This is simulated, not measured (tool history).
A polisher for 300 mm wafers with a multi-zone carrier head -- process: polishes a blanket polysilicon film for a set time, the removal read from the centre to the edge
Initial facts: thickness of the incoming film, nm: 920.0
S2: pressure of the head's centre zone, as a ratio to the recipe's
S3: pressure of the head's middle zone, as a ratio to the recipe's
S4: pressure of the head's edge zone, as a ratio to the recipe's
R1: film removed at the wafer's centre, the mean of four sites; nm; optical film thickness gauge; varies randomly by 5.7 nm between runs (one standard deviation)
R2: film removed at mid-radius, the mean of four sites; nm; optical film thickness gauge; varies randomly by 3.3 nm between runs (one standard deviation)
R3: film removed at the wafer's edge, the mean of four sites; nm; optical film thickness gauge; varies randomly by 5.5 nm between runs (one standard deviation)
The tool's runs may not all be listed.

run 1 hour=0.0 | flow_of_slurry_(ml/min)=315 S2=1.00 S3=1.00 S4=1.00 polishing_time_(s)=37 | R1=287.49 R2=295.66 R3=292.32
run 2 hour=8.0 | flow_of_slurry_(ml/min)=385 S2=1.00 S3=1.00 S4=1.00 polishing_time_(s)=37 | R1=293.73 R2=303.05 R3=288.01
run 3 hour=14.8 | flow_of_slurry_(ml/min)=445 S2=1.00 S3=1.00 S4=1.00 polishing_time_(s)=37 | R1=295.72 R2=300.70 R3=290.92
run 4 hour=19.9 | flow_of_slurry_(ml/min)=445 S2=0.95 S3=1.00 S4=1.00 polishing_time_(s)=37 | R1=288.20 R2=306.01 R3=290.46
run 5 hour=23.2 | flow_of_slurry_(ml/min)=445 S2=0.95 S3=1.00 S4=1.00 polishing_time_(s)=46 | R1=354.32 R2=382.31 R3=361.71
run 6 hour=29.0 | flow_of_slurry_(ml/min)=445 S2=0.95 S3=1.00 S4=1.04 polishing_time_(s)=46 | R1=354.96 R2=377.74 R3=369.90
run 7 hour=36.2 | flow_of_slurry_(ml/min)=450 S2=1.00 S3=1.00 S4=1.05 polishing_time_(s)=47 | R1=383.63 R2=391.18 R3=382.61

The next listed run, before its measurement:
run 8 hour=43.9 | flow_of_slurry_(ml/min)=450 S2=1.03 S3=1.00 S4=1.06 polishing_time_(s)=47 | R1=? R2=? R3=?

Run 8 produced R1 394.22 nm, R2 384.80 nm, R3 379.53 nm.
